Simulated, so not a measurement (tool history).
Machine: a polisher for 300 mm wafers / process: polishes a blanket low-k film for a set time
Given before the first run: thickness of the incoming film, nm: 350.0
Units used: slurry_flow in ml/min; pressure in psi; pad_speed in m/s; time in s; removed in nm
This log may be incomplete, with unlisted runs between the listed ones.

run	hour	slurry_flow	pressure	pad_speed	slurry_solids	time	removed
1	0.0	170	2.2	1.18	1.0	24	12.9610
2	7.5	140	2.2	1.18	1.0	24	12.2960
3	11.4	140	2.2	1.02	1.0	24	11.1880
4	15.2	140	1.8	1.02	1.0	24	9.2769
5	18.0	140	1.8	0.78	1.0	24	7.6344
6	21.0	140	1.8	0.78	1.2	24	8.6969
7	28.1	135	1.7	0.78	1.2	24	7.8919
8	34.8	130	1.7	0.78	1.2	24	7.9381

What does the tool deliver on the next run?
# hour 36.1: slurry nozzle cleaned
9	36.1	125	1.7	0.78	1.2	24	?

Run 9 came out at removed 8.4639 nm.

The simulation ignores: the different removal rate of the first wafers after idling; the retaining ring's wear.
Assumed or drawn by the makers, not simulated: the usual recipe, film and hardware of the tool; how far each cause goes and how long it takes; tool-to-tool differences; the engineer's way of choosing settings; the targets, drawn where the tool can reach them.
